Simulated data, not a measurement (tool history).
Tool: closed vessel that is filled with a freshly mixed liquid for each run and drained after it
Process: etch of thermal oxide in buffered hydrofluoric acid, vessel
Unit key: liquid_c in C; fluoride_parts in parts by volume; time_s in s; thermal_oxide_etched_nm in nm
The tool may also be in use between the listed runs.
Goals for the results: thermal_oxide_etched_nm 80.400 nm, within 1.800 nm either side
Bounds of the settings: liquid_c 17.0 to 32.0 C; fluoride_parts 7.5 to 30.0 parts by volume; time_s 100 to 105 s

run 1 day=0.000 | liquid_c=24.0 fluoride_parts=20.5 time_s=100 | thermal_oxide_etched_nm=59.259
run 2 day=0.321 | liquid_c=25.0 fluoride_parts=20.5 time_s=100 | thermal_oxide_etched_nm=62.273
run 3 day=0.483 | liquid_c=25.0 fluoride_parts=24.0 time_s=100 | thermal_oxide_etched_nm=55.811
run 4 day=0.721 | liquid_c=26.5 fluoride_parts=24.0 time_s=100 | thermal_oxide_etched_nm=60.250
run 5 day=0.888 | liquid_c=27.5 fluoride_parts=24.0 time_s=100 | thermal_oxide_etched_nm=64.469
run 6 day=1.071 | liquid_c=28.0 fluoride_parts=24.0 time_s=100 | thermal_oxide_etched_nm=65.948
run 7 day=1.412 | liquid_c=28.5 fluoride_parts=24.0 time_s=100 | thermal_oxide_etched_nm=66.836
run 8 day=1.562 | liquid_c=29.0 fluoride_parts=24.0 time_s=100 | thermal_oxide_etched_nm=69.161
run 9 day=1.725 | liquid_c=29.5 fluoride_parts=24.0 time_s=100 | thermal_oxide_etched_nm=70.890
run 10 day=2.046 | liquid_c=30.0 fluoride_parts=24.0 time_s=100 | thermal_oxide_etched_nm=72.611
run 11 day=2.167 | liquid_c=30.5 fluoride_parts=24.0 time_s=100 | thermal_oxide_etched_nm=74.966

Which of these 5 next moves meets every target?
run A day=2.288 | liquid_c=28.5 fluoride_parts=20.5 time_s=100 | thermal_oxide_etched_nm=?
run B day=2.288 | liquid_c=28.0 fluoride_parts=23.5 time_s=105 | thermal_oxide_etched_nm=?
run C day=2.288 | liquid_c=32.0 fluoride_parts=26.5 time_s=105 | thermal_oxide_etched_nm=?
run D day=2.288 | liquid_c=30.5 fluoride_parts=23.5 time_s=100 | thermal_oxide_etched_nm=?
run E day=2.288 | liquid_c=31.0 fluoride_parts=26.0 time_s=105 | thermal_oxide_etched_nm=?

move=A thermal_oxide_etched_nm=74.841
move=B thermal_oxide_etched_nm=69.679
move=C thermal_oxide_etched_nm=79.353
move=D thermal_oxide_etched_nm=75.792
move=E thermal_oxide_etched_nm=76.267
A: about as far from the targets as the last run
B: misses by more than the last run did
C: every result lands within tolerance
D: nearer than the last run, and not there yet
E: nearer than the last run, and not there yet
Go with C: it meets all targets.
